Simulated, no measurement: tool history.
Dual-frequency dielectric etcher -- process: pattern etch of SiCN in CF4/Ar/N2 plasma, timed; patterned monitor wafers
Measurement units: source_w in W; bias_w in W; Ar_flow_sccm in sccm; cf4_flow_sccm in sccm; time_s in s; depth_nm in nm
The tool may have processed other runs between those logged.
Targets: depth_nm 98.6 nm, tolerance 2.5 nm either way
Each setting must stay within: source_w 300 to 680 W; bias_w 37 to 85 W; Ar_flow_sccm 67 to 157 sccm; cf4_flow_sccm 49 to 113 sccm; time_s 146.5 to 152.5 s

| run | hour | source_w | bias_w | Ar_flow_sccm | cf4_flow_sccm | time_s | depth_nm |
|---|---|---|---|---|---|---|---|
| 1 | 0 | 490 | 61 | 112 | 81 | 146.5 | 125.86 |
| 2 | 4.2 | 470 | 61 | 112 | 81 | 146.5 | 122.19 |
| 3 | 7.3 | 470 | 61 | 112 | 74 | 146.5 | 120.89 |
| 4 | 12.2 | 470 | 61 | 112 | 88 | 146.5 | 124.15 |
| 5 | 13.9 | 450 | 61 | 112 | 88 | 146.5 | 122.12 |
| 6 | 18.7 | 370 | 61 | 112 | 88 | 146.5 | 107.4 |
| 7 | 22.4 | 360 | 61 | 112 | 88 | 146.5 | 105.99 |
| 8 | 23.2 | 360 | 61 | 112 | 88 | 146.5 | 106.26 |
| 9 | 25.3 | 350 | 61 | 112 | 88 | 146.5 | 105.46 |
| 10 | 33.1 | 340 | 61 | 112 | 88 | 146.5 | 103.57 |

Which single option among these 5 for the next run brings every result within its allowed miss of target? Just one does.
| A | 40.9 | 310 | 50 | 113 | 91 | 147.5 | ? |
| B | 40.9 | 300 | 57 | 116 | 87 | 147 | ? |
| C | 40.9 | 300 | 53 | 101 | 80 | 150 | ? |
| D | 40.9 | 380 | 54 | 123 | 90 | 150.5 | ? |
| E | 40.9 | 310 | 58 | 130 | 90 | 152 | ? |

| move | depth_nm |
|---|---|
| A | 90.814 |
| B | 93.636 |
| C | 93.056 |
| D | 105.57 |
| E | 98.068 |
A: the result that was furthest off in the last run now lies on the other side of its target
B: the result that was furthest off in the last run now lies on the other side of its target
C: the result that was furthest off in the last run now lies on the other side of its target
D: lands further from the targets than the last run did
E: every result within its allowed miss
Correct choice: E, which meets every target
